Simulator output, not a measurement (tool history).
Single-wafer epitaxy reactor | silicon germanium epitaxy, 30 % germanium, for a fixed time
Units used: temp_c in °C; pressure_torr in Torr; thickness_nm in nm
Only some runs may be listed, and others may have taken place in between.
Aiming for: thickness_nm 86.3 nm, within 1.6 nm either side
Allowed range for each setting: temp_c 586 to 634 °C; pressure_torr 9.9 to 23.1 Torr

| run | hour | temp_c | pressure_torr | thickness_nm |
|---|---|---|---|---|
| 1 | 0 | 610 | 16.5 | 63.319 |
| 2 | 8.5 | 601 | 16.5 | 51.905 |
| 3 | 12.4 | 601 | 15.2 | 50.572 |
| 4 | 19 | 608 | 15.3 | 58.339 |
| 5 | 21.1 | 613 | 15.4 | 65.534 |
| 6 | 25.9 | 617 | 15.4 | 71.545 |
| 7 | 28.2 | 619 | 15.4 | 73.489 |
| 8 | 35.9 | 621 | 15.4 | 77.004 |
| 9 | 43.9 | 623 | 15.4 | 79.385 |
| 10 | 48.6 | 624 | 15.4 | 81.351 |
| 11 | 55.1 | 625 | 15.4 | 82.685 |
| 12 | 56.9 | 625 | 15.4 | 82.628 |
| 13 | 59.4 | 626 | 15.4 | 84.018 |

Of the 5 settings listed for the next run, only one would bring every result within its allowed miss of target. Which one?
| A | 61.9 | 626 | 15 | ? |
| B | 61.9 | 626 | 14.1 | ? |
| C | 61.9 | 624 | 16.2 | ? |
| D | 61.9 | 628 | 14.7 | ? |
| E | 61.9 | 625 | 15.4 | ? |

| move | thickness_nm |
|---|---|
| A | 84.16 |
| B | 82.112 |
| C | 83.445 |
| D | 86.804 |
| E | 83.399 |
A: an improvement on the last run, though not all results are within tolerance
B: the biggest miss grows against the last run
C: the biggest miss grows against the last run
D: hits every target within its allowed miss
E: the biggest miss grows against the last run
Correct choice: D, which meets every target

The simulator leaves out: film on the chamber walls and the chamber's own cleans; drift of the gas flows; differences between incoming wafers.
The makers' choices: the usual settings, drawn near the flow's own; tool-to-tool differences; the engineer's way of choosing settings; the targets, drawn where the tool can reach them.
